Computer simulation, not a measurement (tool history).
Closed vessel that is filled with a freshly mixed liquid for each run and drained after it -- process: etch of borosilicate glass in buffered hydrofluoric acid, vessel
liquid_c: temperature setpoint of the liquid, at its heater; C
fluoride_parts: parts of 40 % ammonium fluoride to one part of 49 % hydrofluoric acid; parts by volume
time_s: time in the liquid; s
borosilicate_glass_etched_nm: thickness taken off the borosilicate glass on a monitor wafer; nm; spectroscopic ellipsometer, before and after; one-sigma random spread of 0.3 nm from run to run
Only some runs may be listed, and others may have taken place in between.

run	hour	liquid_c	fluoride_parts	time_s	borosilicate_glass_etched_nm
1	0.0	22.0	23.0	85	43.349
2	5.2	22.0	23.0	95	49.411
3	13.4	22.0	23.0	85	43.140
4	21.5	24.0	23.0	85	49.123
# hour 26.6: hydrofluoric acid flow meter replaced
5	26.6	24.0	27.5	85	41.603
6	29.2	23.5	27.5	85	40.536
7	34.3	23.0	27.5	85	38.995

Predict the results of run 8:
8	35.2	22.5	27.5	85	?

borosilicate_glass_etched_nm: 37.809 nm
